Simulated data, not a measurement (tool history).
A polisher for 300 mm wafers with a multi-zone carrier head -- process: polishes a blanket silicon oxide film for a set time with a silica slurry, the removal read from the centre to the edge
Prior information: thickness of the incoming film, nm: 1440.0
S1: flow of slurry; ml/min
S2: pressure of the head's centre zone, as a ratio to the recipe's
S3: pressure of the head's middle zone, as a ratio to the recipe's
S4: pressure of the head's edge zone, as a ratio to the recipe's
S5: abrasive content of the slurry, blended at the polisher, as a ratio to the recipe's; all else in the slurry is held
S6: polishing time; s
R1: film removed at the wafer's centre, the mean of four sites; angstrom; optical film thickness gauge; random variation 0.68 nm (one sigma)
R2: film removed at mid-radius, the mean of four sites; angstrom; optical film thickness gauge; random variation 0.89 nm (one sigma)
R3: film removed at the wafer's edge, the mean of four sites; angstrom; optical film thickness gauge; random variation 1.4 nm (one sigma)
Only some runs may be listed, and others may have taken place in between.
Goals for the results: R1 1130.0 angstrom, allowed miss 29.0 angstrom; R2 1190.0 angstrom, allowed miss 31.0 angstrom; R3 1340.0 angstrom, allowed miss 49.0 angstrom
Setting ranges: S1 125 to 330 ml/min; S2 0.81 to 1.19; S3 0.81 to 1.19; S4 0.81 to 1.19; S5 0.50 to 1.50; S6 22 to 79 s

{"run": 1, "hour": 0.0, "S1": 210, "S2": 1.0, "S3": 1.0, "S4": 1.0, "S5": 1.0, "S6": 50, "R1": 1856.2, "R2": 1842.2, "R3": 1855.3}
{"run": 2, "hour": 2.2, "S1": 210, "S2": 1.0, "S3": 1.0, "S4": 1.07, "S5": 1.0, "S6": 50, "R1": 1848.8, "R2": 1843.8, "R3": 1952.4}
{"run": 3, "hour": 6.1, "S1": 195, "S2": 0.95, "S3": 0.96, "S4": 1.04, "S5": 0.85, "S6": 49, "R1": 1553.1, "R2": 1599.0, "R3": 1706.3}
{"run": 4, "hour": 11.1, "S1": 185, "S2": 0.92, "S3": 0.92, "S4": 1.02, "S5": 0.8, "S6": 49, "R1": 1463.3, "R2": 1491.9, "R3": 1598.2}
{"run": 5, "hour": 17.6, "S1": 185, "S2": 0.99, "S3": 0.92, "S4": 1.02, "S5": 0.8, "S6": 49, "R1": 1548.3, "R2": 1494.6, "R3": 1642.8}
{"run": 6, "hour": 25.2, "S1": 185, "S2": 0.99, "S3": 1.0, "S4": 1.02, "S5": 0.8, "S6": 49, "R1": 1550.6, "R2": 1586.8, "R3": 1610.8}
{"run": 7, "hour": 25.9, "S1": 175, "S2": 0.95, "S3": 0.96, "S4": 1.01, "S5": 0.75, "S6": 49, "R1": 1428.3, "R2": 1467.2, "R3": 1554.8}
{"run": 8, "hour": 31.0, "S1": 165, "S2": 0.92, "S3": 0.93, "S4": 0.99, "S5": 0.7, "S6": 49, "R1": 1327.0, "R2": 1376.2, "R3": 1450.2}
{"run": 9, "hour": 35.8, "S1": 155, "S2": 0.89, "S3": 0.9, "S4": 0.99, "S5": 0.7, "S6": 49, "R1": 1276.2, "R2": 1337.9, "R3": 1453.6}
{"run": 10, "hour": 42.8, "S1": 150, "S2": 0.87, "S3": 0.88, "S4": 0.98, "S5": 0.7, "S6": 49, "R1": 1232.6, "R2": 1298.3, "R3": 1426.4}
{"run": 11, "hour": 45.7, "S1": 145, "S2": 0.86, "S3": 0.86, "S4": 0.97, "S5": 0.7, "S6": 49, "R1": 1218.7, "R2": 1294.3, "R3": 1417.3}
{"run": 12, "hour": 51.9, "S1": 140, "S2": 0.86, "S3": 0.85, "S4": 0.97, "S5": 0.7, "S6": 49, "R1": 1215.2, "R2": 1267.8, "R3": 1397.8}
{"run": 13, "hour": 55.0, "S1": 135, "S2": 0.85, "S3": 0.84, "S4": 0.97, "S5": 0.7, "S6": 49, "R1": 1214.8, "R2": 1263.3, "R3": 1426.9}

Consider the 4 candidate settings below. Which is the only one whose results all fall within their allowed miss of target?
{"run": "A", "hour": 58.1, "S1": 155, "S2": 0.98, "S3": 0.81, "S4": 1.03, "S5": 0.75, "S6": 45, "R1": "?", "R2": "?", "R3": "?"}
{"run": "B", "hour": 58.1, "S1": 165, "S2": 0.81, "S3": 1.0, "S4": 0.83, "S5": 0.6, "S6": 49, "R1": "?", "R2": "?", "R3": "?"}
{"run": "C", "hour": 58.1, "S1": 135, "S2": 0.83, "S3": 0.91, "S4": 1.08, "S5": 0.75, "S6": 42, "R1": "?", "R2": "?", "R3": "?"}
{"run": "D", "hour": 58.1, "S1": 150, "S2": 0.84, "S3": 0.84, "S4": 0.97, "S5": 0.55, "S6": 54, "R1": "?", "R2": "?", "R3": "?"}

move=A R1=1331.4 R2=1198.1 R3=1416.9
move=B R1=1059.6 R2=1300.3 R3=1201.8
move=C R1=1056.0 R2=1192.0 R3=1339.1
move=D R1=1116.2 R2=1181.2 R3=1325.0
A: lands further from the targets than the last run did
B: moves the result that the last run missed by most past its target, out the other side
C: moves the result that the last run missed by most past its target, out the other side
D: in spec on every target
Go with D: it meets all targets.
